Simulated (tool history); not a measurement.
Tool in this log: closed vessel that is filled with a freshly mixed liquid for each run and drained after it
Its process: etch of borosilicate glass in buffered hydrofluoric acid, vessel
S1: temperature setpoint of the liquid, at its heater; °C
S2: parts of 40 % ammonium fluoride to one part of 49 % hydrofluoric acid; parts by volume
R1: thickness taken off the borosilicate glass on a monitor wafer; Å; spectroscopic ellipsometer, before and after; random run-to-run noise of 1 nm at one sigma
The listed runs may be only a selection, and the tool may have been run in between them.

Run 1, hour 0.0: S1 21.0 °C, S2 9.0 parts by volume, time in the liquid (s) 105. Result: R1 1237.5 Å.
Run 2, hour 0.6: S1 24.0 °C, S2 9.0 parts by volume, time in the liquid (s) 105. Result: R1 1453.3 Å.
Run 3, hour 1.6: S1 24.0 °C, S2 7.5 parts by volume, time in the liquid (s) 105. Result: R1 1792.1 Å.
Run 4, hour 4.5: S1 21.5 °C, S2 7.5 parts by volume, time in the liquid (s) 105. Result: R1 1536.3 Å.
Run 5, hour 10.4: S1 21.5 °C, S2 6.5 parts by volume, time in the liquid (s) 105. Result: R1 1787.3 Å.
Run 6, hour 11.4: S1 21.5 °C, S2 5.0 parts by volume, time in the liquid (s) 105. Result: R1 2273.3 Å.

What does the tool deliver on the next run?
Run 7, hour 12.9: S1 20.0 °C, S2 5.0 parts by volume, time in the liquid (s) 105. Result: R1 ?.

R1: 2087.7 Å
